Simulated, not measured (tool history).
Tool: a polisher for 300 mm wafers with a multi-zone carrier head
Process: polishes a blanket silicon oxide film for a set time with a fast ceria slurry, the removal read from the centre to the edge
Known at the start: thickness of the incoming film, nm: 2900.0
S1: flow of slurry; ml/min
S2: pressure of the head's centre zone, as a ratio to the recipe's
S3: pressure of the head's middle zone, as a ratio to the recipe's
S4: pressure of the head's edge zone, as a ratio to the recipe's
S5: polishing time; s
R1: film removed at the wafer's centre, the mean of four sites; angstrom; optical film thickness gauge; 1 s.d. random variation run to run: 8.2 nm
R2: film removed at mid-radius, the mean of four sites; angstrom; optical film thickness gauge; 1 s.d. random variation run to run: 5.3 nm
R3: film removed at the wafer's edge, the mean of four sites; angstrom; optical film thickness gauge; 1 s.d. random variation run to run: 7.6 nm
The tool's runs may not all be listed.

| run | day | S1 | S2 | S3 | S4 | S5 | R1 | R2 | R3 |
|---|---|---|---|---|---|---|---|---|---|
| 1 | 0.000 | 305 | 1.00 | 1.00 | 1.00 | 48 | 7402.7 | 7647.6 | 7473.9 |
| 2 | 0.075 | 305 | 1.00 | 1.00 | 0.97 | 48 | 7453.2 | 7666.1 | 7450.8 |
| 3 | 0.146 | 305 | 1.00 | 1.00 | 0.97 | 40 | 6249.1 | 6461.1 | 6151.2 |
| 4 | 0.367 | 305 | 1.06 | 1.00 | 0.97 | 40 | 6769.8 | 6403.0 | 6007.1 |
| 5 | 0.696 | 310 | 1.05 | 0.99 | 1.00 | 41 | 6645.1 | 6424.1 | 6413.3 |
| 6 | 1.038 | 310 | 1.11 | 0.99 | 1.00 | 41 | 7279.2 | 6606.4 | 6431.5 |
| 7 | 1.312 | 310 | 1.10 | 0.99 | 1.02 | 41 | 6950.7 | 6556.2 | 6471.7 |
| 8 | 1.654 | 315 | 1.10 | 0.99 | 1.03 | 41 | 7106.5 | 6643.1 | 6536.2 |
| 9 | 2.025 | 315 | 1.10 | 0.99 | 1.04 | 41 | 7057.1 | 6465.3 | 6448.0 |

Run 10, settings as shown, results not yet in. Your forecast:
| 10 | 2.096 | 315 | 1.09 | 0.99 | 1.05 | 42 | ? | ? | ? |

R1: 7077.8 angstrom
R2: 6755.4 angstrom
R3: 6747.0 angstrom
